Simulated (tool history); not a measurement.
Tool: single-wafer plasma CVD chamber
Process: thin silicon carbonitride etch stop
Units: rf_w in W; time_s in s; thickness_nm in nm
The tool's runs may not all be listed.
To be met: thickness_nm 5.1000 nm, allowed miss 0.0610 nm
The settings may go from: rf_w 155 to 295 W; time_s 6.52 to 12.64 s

run,hour,rf_w,time_s,thickness_nm
1,0.0,225,9.58,5.5278
2,2.1,210,9.55,5.4027
3,10.0,225,9.55,5.5222
4,11.2,225,8.44,4.8813
5,20.1,225,7.11,4.0923
6,22.4,225,6.52,3.7673
7,25.9,240,6.96,4.0714
8,27.3,240,6.96,4.0787
9,30.0,250,7.32,4.3337
10,35.5,260,7.56,4.4831
11,39.0,265,7.78,4.6739
12,42.4,270,7.90,4.7668
13,46.0,275,7.99,4.8470

Which of these 5 next moves meets every target?
A,49.6,225,7.92,?
B,49.6,290,8.33,?
C,49.6,270,8.26,?
D,49.6,245,7.82,?
E,49.6,295,7.74,?

move,thickness_nm
A,4.5631
B,5.0959
C,4.9669
D,4.5954
E,4.7547
A: further off than the last run
B: meets every target
C: nearer than the last run, and not there yet
D: further off than the last run
E: further off than the last run
Answer: B
